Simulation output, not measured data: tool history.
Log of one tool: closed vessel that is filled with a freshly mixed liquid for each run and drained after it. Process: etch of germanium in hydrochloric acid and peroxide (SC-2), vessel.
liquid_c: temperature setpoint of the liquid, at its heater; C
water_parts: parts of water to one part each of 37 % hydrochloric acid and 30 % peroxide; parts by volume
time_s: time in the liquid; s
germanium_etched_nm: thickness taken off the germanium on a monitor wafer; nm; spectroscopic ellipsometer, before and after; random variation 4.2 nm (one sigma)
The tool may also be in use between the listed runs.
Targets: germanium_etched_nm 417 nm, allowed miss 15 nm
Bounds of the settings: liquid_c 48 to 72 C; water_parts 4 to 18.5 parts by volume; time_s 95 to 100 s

{"run": 1, "hour": 0.0, "liquid_c": 64, "water_parts": 10.5, "time_s": 95, "germanium_etched_nm": 319.79}
{"run": 2, "hour": 7.1, "liquid_c": 66, "water_parts": 10, "time_s": 95, "germanium_etched_nm": 339.94}
{"run": 3, "hour": 11.7, "liquid_c": 67.5, "water_parts": 9.5, "time_s": 95, "germanium_etched_nm": 354.46}
{"run": 4, "hour": 14.3, "liquid_c": 61.5, "water_parts": 9.5, "time_s": 95, "germanium_etched_nm": 303.75}
{"run": 5, "hour": 18.2, "liquid_c": 64.5, "water_parts": 9, "time_s": 95, "germanium_etched_nm": 330.9}
{"run": 6, "hour": 21.2, "liquid_c": 66.5, "water_parts": 8.5, "time_s": 95, "germanium_etched_nm": 351.26}
{"run": 7, "hour": 23.7, "liquid_c": 68, "water_parts": 8, "time_s": 95, "germanium_etched_nm": 373.39}
{"run": 8, "hour": 29.1, "liquid_c": 69, "water_parts": 8, "time_s": 95, "germanium_etched_nm": 372.74}

5 next moves are on the table. One of them brings every result within its allowed miss. Which?
{"run": "A", "hour": 34.5, "liquid_c": 65, "water_parts": 9.5, "time_s": 95, "germanium_etched_nm": "?"}
{"run": "B", "hour": 34.5, "liquid_c": 64.5, "water_parts": 7.5, "time_s": 95, "germanium_etched_nm": "?"}
{"run": "C", "hour": 34.5, "liquid_c": 70, "water_parts": 7.5, "time_s": 95, "germanium_etched_nm": "?"}
{"run": "D", "hour": 34.5, "liquid_c": 72, "water_parts": 6.5, "time_s": 95, "germanium_etched_nm": "?"}
{"run": "E", "hour": 34.5, "liquid_c": 67, "water_parts": 7.5, "time_s": 95, "germanium_etched_nm": "?"}

move=A germanium_etched_nm=335.46
move=B germanium_etched_nm=338.01
move=C germanium_etched_nm=395.11
move=D germanium_etched_nm=422.31
move=E germanium_etched_nm=363.11
A: further off than the last run
B: further off than the last run
C: nearer than the last run, and not there yet
D: meets every target
E: further off than the last run
The right move is D.
